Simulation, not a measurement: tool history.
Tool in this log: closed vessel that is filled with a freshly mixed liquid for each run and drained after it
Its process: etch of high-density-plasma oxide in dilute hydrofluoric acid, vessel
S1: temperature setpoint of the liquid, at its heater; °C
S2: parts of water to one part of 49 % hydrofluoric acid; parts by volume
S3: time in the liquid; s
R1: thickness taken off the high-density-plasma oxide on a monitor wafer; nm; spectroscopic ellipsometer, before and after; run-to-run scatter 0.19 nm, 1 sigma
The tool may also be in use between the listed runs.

run,hour,S1,S2,S3,R1
1,0,22,300,1065,21.685
2,6.5,25.5,300,1065,24.217
3,12.5,25.5,385,1065,17.594
4,15.4,29,385,1065,19.784
5,19.4,29,485,1065,14.144
6,24.1,29,465,1065,15.058

What will run 7 give?
7,29.9,29,445,1065,?

{"run 7": {"R1": 15.943}}

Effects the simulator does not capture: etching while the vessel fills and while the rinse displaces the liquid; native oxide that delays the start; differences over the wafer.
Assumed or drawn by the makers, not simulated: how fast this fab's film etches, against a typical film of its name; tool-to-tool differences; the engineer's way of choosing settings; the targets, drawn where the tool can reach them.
